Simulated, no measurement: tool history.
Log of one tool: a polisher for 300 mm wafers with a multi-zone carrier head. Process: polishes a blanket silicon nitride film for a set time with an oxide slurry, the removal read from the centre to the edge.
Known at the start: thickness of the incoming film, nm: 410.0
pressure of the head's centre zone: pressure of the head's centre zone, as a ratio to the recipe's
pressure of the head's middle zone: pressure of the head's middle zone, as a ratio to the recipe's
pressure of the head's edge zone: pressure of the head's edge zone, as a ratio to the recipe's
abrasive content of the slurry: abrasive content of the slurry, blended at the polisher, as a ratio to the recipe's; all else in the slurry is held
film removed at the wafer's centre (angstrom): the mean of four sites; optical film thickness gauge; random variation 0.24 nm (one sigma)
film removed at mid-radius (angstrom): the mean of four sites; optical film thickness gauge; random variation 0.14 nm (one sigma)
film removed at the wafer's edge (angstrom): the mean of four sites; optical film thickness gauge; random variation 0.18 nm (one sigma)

run,hour,flow of slurry (ml/min),pressure of the head's centre zone,pressure of the head's middle zone,pressure of the head's edge zone,abrasive content of the slurry,polishing time (s),film removed at the wafer's centre (angstrom),film removed at mid-radius (angstrom),film removed at the wafer's edge (angstrom)
1,0,235,1,1,1,1,48,308.7,296.86,305.84
2,3.5,235,0.93,1,1,1,48,295.72,299.37,304.44
3,9.7,225,0.93,0.96,0.97,0.9,48,269.94,271.25,287.34
4,16.9,225,0.86,0.96,0.97,0.9,48,256.02,272.51,285.3
5,20.7,225,0.81,0.96,0.97,0.9,48,249.03,272.79,284.07
6,24.1,225,0.81,0.92,0.97,0.9,48,254.78,260.44,288.4
7,29.1,230,0.85,0.91,0.94,0.8,48,245.6,245.29,268.71
8,30.8,230,0.85,0.91,0.94,0.8,48,244.56,245.54,267.34
9,37.2,230,0.87,0.89,0.91,0.75,48,240.08,235.07,258.76
10,44.4,230,0.87,0.89,0.91,0.75,48,244.57,234.16,260.44
11,50.4,230,0.87,0.89,0.91,0.75,48,238.24,234.09,255.91

Forecast run 12:
12,55.9,225,0.89,0.88,0.89,0.7,48,?,?,?

{"run 12": {"film removed at the wafer's centre (angstrom)": 237.95, "film removed at mid-radius (angstrom)": 223.42, "film removed at the wafer's edge (angstrom)": 244.55}}

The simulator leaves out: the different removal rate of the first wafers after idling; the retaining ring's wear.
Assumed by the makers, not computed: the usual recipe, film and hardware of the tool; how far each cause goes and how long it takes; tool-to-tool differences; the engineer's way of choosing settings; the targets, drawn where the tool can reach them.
